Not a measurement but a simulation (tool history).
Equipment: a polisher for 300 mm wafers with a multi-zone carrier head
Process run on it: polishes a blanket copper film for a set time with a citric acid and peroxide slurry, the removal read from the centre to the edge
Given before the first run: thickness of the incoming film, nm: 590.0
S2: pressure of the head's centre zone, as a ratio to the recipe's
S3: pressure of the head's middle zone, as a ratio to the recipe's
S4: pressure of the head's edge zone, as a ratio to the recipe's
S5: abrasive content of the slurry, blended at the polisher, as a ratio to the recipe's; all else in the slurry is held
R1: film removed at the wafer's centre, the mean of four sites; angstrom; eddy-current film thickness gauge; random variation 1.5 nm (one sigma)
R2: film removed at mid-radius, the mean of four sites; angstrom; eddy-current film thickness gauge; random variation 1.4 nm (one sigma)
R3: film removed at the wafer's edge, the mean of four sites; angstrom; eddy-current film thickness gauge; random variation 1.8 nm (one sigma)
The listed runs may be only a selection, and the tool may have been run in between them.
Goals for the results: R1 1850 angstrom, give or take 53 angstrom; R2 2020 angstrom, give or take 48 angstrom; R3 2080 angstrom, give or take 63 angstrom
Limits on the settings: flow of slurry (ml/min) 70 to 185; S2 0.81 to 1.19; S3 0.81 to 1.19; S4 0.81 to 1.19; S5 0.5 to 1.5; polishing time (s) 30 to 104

{"run": 1, "hour": 0.0, "flow of slurry (ml/min)": 120, "S2": 1, "S3": 1, "S4": 1, "S5": 1, "polishing time (s)": 67, "R1": 1515.6, "R2": 1531.7, "R3": 1510.1}
{"run": 2, "hour": 4.7, "flow of slurry (ml/min)": 120, "S2": 1, "S3": 1, "S4": 1.05, "S5": 1, "polishing time (s)": 67, "R1": 1511.3, "R2": 1536.4, "R3": 1577.6}
{"run": 3, "hour": 9.2, "flow of slurry (ml/min)": 95, "S2": 1, "S3": 1, "S4": 1.05, "S5": 1, "polishing time (s)": 67, "R1": 1409.4, "R2": 1455.2, "R3": 1521}
{"run": 4, "hour": 17.1, "flow of slurry (ml/min)": 95, "S2": 1, "S3": 1, "S4": 1.05, "S5": 1, "polishing time (s)": 82, "R1": 1758.7, "R2": 1783, "R3": 1865.5}
{"run": 5, "hour": 17.7, "flow of slurry (ml/min)": 95, "S2": 1, "S3": 1, "S4": 1.05, "S5": 1, "polishing time (s)": 75, "R1": 1603, "R2": 1617, "R3": 1703.7}
{"run": 6, "hour": 21.7, "flow of slurry (ml/min)": 95, "S2": 0.92, "S3": 1, "S4": 1.05, "S5": 1, "polishing time (s)": 75, "R1": 1474.8, "R2": 1631.1, "R3": 1703}
{"run": 7, "hour": 28.6, "flow of slurry (ml/min)": 110, "S2": 0.92, "S3": 1.01, "S4": 1.07, "S5": 1, "polishing time (s)": 75, "R1": 1501.7, "R2": 1668.2, "R3": 1739.3}
{"run": 8, "hour": 36.5, "flow of slurry (ml/min)": 120, "S2": 0.93, "S3": 1.02, "S4": 1.09, "S5": 1.05, "polishing time (s)": 75, "R1": 1586.1, "R2": 1744.8, "R3": 1803.6}
{"run": 9, "hour": 39.7, "flow of slurry (ml/min)": 130, "S2": 0.93, "S3": 1.03, "S4": 1.11, "S5": 1.05, "polishing time (s)": 75, "R1": 1633.6, "R2": 1803.3, "R3": 1842.5}
{"run": 10, "hour": 46.8, "flow of slurry (ml/min)": 140, "S2": 0.93, "S3": 1.03, "S4": 1.13, "S5": 1.05, "polishing time (s)": 75, "R1": 1642.8, "R2": 1815.4, "R3": 1860.1}

4 next moves are on the table. One of them brings every result within its allowed miss. Which?
{"run": "A", "hour": 53.9, "flow of slurry (ml/min)": 145, "S2": 1.13, "S3": 0.96, "S4": 1.03, "S5": 1, "polishing time (s)": 67, "R1": "?", "R2": "?", "R3": "?"}
{"run": "B", "hour": 53.9, "flow of slurry (ml/min)": 135, "S2": 0.93, "S3": 1, "S4": 1.09, "S5": 1, "polishing time (s)": 86, "R1": "?", "R2": "?", "R3": "?"}
{"run": "C", "hour": 53.9, "flow of slurry (ml/min)": 95, "S2": 0.84, "S3": 1.15, "S4": 1.12, "S5": 1.15, "polishing time (s)": 81, "R1": "?", "R2": "?", "R3": "?"}
{"run": "D", "hour": 53.9, "flow of slurry (ml/min)": 140, "S2": 0.92, "S3": 1.06, "S4": 1.14, "S5": 0.9, "polishing time (s)": 81, "R1": "?", "R2": "?", "R3": "?"}

move=A R1=1777.1 R2=1532.9 R3=1563.3
move=B R1=1847.4 R2=2011.8 R3=2043.6
move=C R1=1471.8 R2=2022.4 R3=1887.6
move=D R1=1709.8 R2=1975 R3=1948.2
A: moves away from the targets compared with the last run
B: all results land within tolerance of their targets
C: brings the result that was furthest off to its target, and leaves another outside
D: brings the result that was furthest off to its target, and leaves another outside
The right move is B.
